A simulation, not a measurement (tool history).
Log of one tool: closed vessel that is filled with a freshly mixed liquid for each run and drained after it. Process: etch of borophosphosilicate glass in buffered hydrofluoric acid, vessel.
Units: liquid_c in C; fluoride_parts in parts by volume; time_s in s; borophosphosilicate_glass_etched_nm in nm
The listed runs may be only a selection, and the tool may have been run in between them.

run  hour  liquid_c  fluoride_parts  time_s  borophosphosilicate_glass_etched_nm
  1   0.0      24.0            15.0      90                               197.72
  2   0.7      24.0            11.5      90                               256.99
  3   2.0      24.0            11.5     100                               288.59
  4   6.7      24.0             9.0     100                               350.46
  5  12.8      22.0            11.0     100                               269.55
     19.6  -- thermometer replaced
  6  19.6      22.0             8.5     100                               383.94

Predict the results of run 7:
  7  26.9      21.5            11.5     100                                    ?

{"run 7": {"borophosphosilicate_glass_etched_nm": 285.68}}

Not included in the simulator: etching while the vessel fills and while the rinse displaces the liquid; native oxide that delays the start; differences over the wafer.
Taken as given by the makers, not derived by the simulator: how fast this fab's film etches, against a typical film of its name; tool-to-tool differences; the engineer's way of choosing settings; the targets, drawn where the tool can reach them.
